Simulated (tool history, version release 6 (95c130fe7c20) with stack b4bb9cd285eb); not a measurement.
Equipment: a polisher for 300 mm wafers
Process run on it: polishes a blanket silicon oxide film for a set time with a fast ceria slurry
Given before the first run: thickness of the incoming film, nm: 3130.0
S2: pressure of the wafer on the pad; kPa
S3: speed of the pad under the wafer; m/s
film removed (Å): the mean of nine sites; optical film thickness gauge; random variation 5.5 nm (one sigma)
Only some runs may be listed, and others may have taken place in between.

Run 1, hour 0: flow of slurry (ml/min) 290, S2 18.6 kPa, S3 1.04 m/s, polishing time (s) 53. Result: film removed (Å) 7069.1.
Run 2, hour 2.7: flow of slurry (ml/min) 290, S2 20.7 kPa, S3 1.04 m/s, polishing time (s) 53. Result: film removed (Å) 7852.6.
Run 3, hour 5.5: flow of slurry (ml/min) 290, S2 20.7 kPa, S3 1.18 m/s, polishing time (s) 53. Result: film removed (Å) 8925.2.
Run 4, hour 13.7: flow of slurry (ml/min) 290, S2 20.7 kPa, S3 1.18 m/s, polishing time (s) 53. Result: film removed (Å) 8830.4.
Run 5, hour 20.9: flow of slurry (ml/min) 290, S2 20.7 kPa, S3 1.18 m/s, polishing time (s) 53. Result: film removed (Å) 8997.3.
Run 6, hour 28.4: flow of slurry (ml/min) 290, S2 19.3 kPa, S3 1.18 m/s, polishing time (s) 53. Result: film removed (Å) 8365.5.
Run 7, hour 35.3: flow of slurry (ml/min) 290, S2 17.9 kPa, S3 1.18 m/s, polishing time (s) 53. Result: film removed (Å) 7709.8.
Run 8, hour 37.5: flow of slurry (ml/min) 290, S2 17.2 kPa, S3 1.18 m/s, polishing time (s) 53. Result: film removed (Å) 7450.8.

Expected results for the next run?
Run 9, hour 43.2: flow of slurry (ml/min) 290, S2 16.5 kPa, S3 1.18 m/s, polishing time (s) 53. Result: film removed (Å) ?.

{"run 9": {"film removed (Å)": 7299.4}}

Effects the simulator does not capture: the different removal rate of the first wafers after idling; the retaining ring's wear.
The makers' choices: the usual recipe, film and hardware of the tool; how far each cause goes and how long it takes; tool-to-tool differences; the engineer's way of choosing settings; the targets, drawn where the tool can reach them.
